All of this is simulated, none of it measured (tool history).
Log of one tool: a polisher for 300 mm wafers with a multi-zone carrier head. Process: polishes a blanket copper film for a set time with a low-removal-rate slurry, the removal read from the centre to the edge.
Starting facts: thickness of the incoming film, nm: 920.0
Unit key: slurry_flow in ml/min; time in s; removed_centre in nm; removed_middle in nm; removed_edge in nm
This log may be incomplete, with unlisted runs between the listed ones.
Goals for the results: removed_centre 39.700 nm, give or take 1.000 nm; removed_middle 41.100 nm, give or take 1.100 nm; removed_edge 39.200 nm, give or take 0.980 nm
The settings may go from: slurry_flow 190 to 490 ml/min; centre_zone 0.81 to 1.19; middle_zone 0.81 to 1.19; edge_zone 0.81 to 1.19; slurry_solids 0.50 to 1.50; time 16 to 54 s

run	hour	slurry_flow	centre_zone	middle_zone	edge_zone	slurry_solids	time	removed_centre	removed_middle	removed_edge
1	0.0	315	1.00	1.00	1.00	1.00	35	59.792	58.578	58.338
2	3.6	315	1.00	1.00	0.93	1.00	35	58.966	59.072	56.211
3	4.9	315	0.99	0.99	0.92	0.95	34	56.277	56.820	53.295
4	9.9	310	0.97	0.97	0.91	0.90	33	53.078	53.823	51.542
5	15.2	310	0.97	1.01	0.91	0.90	33	53.298	54.937	50.880
6	20.1	310	0.97	1.01	0.91	0.90	29	46.406	48.389	45.119
7	24.3	305	0.96	1.00	0.90	0.85	29	45.935	47.294	44.225
8	29.4	300	0.95	0.99	0.89	0.80	29	45.530	46.725	44.493
9	36.6	300	0.94	0.99	0.88	0.75	29	44.202	45.813	43.147
10	42.7	295	0.93	0.98	0.87	0.70	29	43.526	45.363	42.437

Exactly one of the 4 candidate moves below puts every result within its allowed miss. Which one?
A	48.8	275	1.00	0.90	0.88	0.80	27	?	?	?
B	48.8	390	0.91	1.02	0.81	0.65	28	?	?	?
C	48.8	290	0.82	1.01	0.81	0.55	29	?	?	?
D	48.8	425	0.92	0.96	0.87	1.00	25	?	?	?

move	removed_centre	removed_middle	removed_edge
A	43.553	39.459	40.856
B	41.770	45.364	40.461
C	38.189	44.918	40.565
D	39.944	40.839	39.561
A: pushes the last run's worst result past its target
B: about as far from the targets as the last run
C: nearer the targets than the last run, but a result is still out of spec
D: hits every target within its allowed miss
D meets every target.

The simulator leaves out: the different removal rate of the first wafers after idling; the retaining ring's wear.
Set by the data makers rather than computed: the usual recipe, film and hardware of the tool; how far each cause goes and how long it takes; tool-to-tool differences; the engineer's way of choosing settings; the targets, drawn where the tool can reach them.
